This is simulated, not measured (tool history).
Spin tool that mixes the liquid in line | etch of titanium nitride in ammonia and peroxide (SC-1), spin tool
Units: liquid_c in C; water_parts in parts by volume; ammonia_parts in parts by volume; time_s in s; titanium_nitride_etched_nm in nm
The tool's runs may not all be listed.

{"run": 1, "day": 0.0, "liquid_c": 61, "water_parts": 7.5, "ammonia_parts": 0.45, "time_s": 60, "titanium_nitride_etched_nm": 8.5274}
{"run": 2, "day": 0.021, "liquid_c": 61, "water_parts": 7.5, "ammonia_parts": 0.45, "time_s": 60, "titanium_nitride_etched_nm": 8.5321}
{"run": 3, "day": 0.379, "liquid_c": 63, "water_parts": 7.5, "ammonia_parts": 0.45, "time_s": 60, "titanium_nitride_etched_nm": 9.6999}
{"run": 4, "day": 0.454, "liquid_c": 63, "water_parts": 9, "ammonia_parts": 0.45, "time_s": 60, "titanium_nitride_etched_nm": 8.7631}
{"run": 5, "day": 0.479, "liquid_c": 63, "water_parts": 9, "ammonia_parts": 0.45, "time_s": 65, "titanium_nitride_etched_nm": 9.6227}
{"run": 6, "day": 0.558, "liquid_c": 63, "water_parts": 6.5, "ammonia_parts": 0.45, "time_s": 65, "titanium_nitride_etched_nm": 11.335}
{"run": 7, "day": 0.592, "liquid_c": 64, "water_parts": 6.5, "ammonia_parts": 0.45, "time_s": 65, "titanium_nitride_etched_nm": 11.996}
{"run": 8, "day": 0.958, "liquid_c": 65, "water_parts": 6.5, "ammonia_parts": 0.45, "time_s": 65, "titanium_nitride_etched_nm": 12.953}

Run 9 comes next. What will it give?
{"run": 9, "day": 1.217, "liquid_c": 65.5, "water_parts": 6.5, "ammonia_parts": 0.45, "time_s": 65, "titanium_nitride_etched_nm": "?"}

{"run 9": {"titanium_nitride_etched_nm": 13.289}}
